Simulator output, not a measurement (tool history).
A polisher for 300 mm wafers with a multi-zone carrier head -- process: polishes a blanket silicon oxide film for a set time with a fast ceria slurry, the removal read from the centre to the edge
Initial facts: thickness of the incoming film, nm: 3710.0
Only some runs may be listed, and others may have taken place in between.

run,hour,flow of slurry (ml/min),pressure of the head's centre zone,pressure of the head's middle zone,pressure of the head's edge zone,polishing time (s),film removed at the wafer's centre (nm),film removed at mid-radius (nm),film removed at the wafer's edge (nm)
1,0,270,1,1,1,61,824.63,859.39,865.37
2,3,265,0.97,0.99,0.98,57,767.21,792.72,825.53
3,4.1,265,0.96,1.01,0.98,52,697.78,740.47,743.7
4,13,265,0.96,0.95,0.98,52,695.08,693,735.37
5,15.1,265,0.96,0.95,1.03,52,687.58,701.9,770.93
6,16.6,265,0.94,0.97,1.01,49,635.94,665.73,722.13
7,23.9,265,0.92,0.99,0.99,47,601.25,650.7,654.97

Run 8 is up next; what results do you expect?
8,32.5,265,0.9,0.99,0.99,46,?,?,?

Run 8 produced film removed at the wafer's centre (nm) 574.18, film removed at mid-radius (nm) 632.63, film removed at the wafer's edge (nm) 659.75.

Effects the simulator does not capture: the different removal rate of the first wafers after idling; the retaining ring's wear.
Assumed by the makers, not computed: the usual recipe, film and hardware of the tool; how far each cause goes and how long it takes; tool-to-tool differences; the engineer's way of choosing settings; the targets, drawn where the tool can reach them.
